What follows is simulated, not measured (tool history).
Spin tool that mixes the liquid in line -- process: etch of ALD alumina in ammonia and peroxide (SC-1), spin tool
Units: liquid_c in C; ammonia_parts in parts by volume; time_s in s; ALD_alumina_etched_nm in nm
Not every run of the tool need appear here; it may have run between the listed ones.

| run | hour | liquid_c | ammonia_parts | time_s | ALD_alumina_etched_nm |
|---|---|---|---|---|---|
| 1 | 0.0 | 53.0 | 0.85 | 325 | 28.747 |
| 2 | 5.4 | 52.0 | 0.85 | 325 | 27.195 |
| 3 | 12.6 | 52.0 | 0.75 | 325 | 26.931 |
| 4 | 20.9 | 51.5 | 0.75 | 325 | 26.108 |
| 5 | 23.6 | 51.0 | 0.75 | 325 | 25.216 |
| 6 | 24.2 | 51.0 | 0.55 | 325 | 24.582 |
| 7 | 28.4 | 50.5 | 0.55 | 325 | 23.970 |
| 8 | 36.0 | 50.0 | 0.55 | 325 | 23.454 |
| 9 | 40.9 | 49.5 | 0.55 | 325 | 22.696 |
|  | 43.8 | new drum of ammonia solution connected |
| 10 | 43.8 | 49.0 | 0.55 | 325 | 22.193 |

Run 11, settings as shown, results not yet in. Your forecast:
| 11 | 52.0 | 48.0 | 0.55 | 325 | ? |

ALD_alumina_etched_nm: 20.969 nm

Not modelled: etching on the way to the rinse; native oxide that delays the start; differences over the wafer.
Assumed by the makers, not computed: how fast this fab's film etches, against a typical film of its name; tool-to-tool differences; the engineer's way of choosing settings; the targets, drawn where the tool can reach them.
